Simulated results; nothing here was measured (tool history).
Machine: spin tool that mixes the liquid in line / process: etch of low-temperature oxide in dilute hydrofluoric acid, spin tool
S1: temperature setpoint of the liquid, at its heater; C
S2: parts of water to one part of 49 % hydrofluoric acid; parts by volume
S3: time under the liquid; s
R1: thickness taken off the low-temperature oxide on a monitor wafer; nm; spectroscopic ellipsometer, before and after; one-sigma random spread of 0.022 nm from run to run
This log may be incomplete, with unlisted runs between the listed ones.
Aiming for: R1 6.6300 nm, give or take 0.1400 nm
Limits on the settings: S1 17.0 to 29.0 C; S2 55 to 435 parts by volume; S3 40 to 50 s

run  hour    S1   S2  S3      R1
  1   0.0  21.0  245  50  3.3320
  2   5.3  21.0  325  50  2.3260
  3   6.3  22.0  305  50  2.6090
  4   9.3  22.5  290  50  2.8289
  5  17.7  22.5  290  40  2.2675
  6  23.9  22.5  255  40  2.6677
  7  31.5  22.5  235  40  2.9818
  8  39.1  22.5  215  40  3.3077
  9  44.2  22.5  200  40  3.6170
 10  51.6  23.0  185  40  4.0446
 11  54.1  23.5  175  40  4.4021
 12  60.4  27.5  130  40  7.3152
 13  64.1  26.5  130  40  7.0504
 14  67.6  26.0  130  40  6.8818
 15  74.3  25.5  130  40  6.7902

5 next moves are on the table. One of them brings every result within its allowed miss. Which?
  A  81.0  29.0  185  50   ?
  B  81.0  26.0  135  40   ?
  C  81.0  28.5  155  45   ?
  D  81.0  25.5  125  40   ?
  E  81.0  25.5  155  50   ?

move      R1
   A  6.2908
   B  6.6076
   C  6.9097
   D  7.0957
   E  6.8806
A: moves the result that the last run missed by most past its target, out the other side
B: hits every target within its allowed miss
C: further off than the last run
D: further off than the last run
E: further off than the last run
The move that meets every target is B.
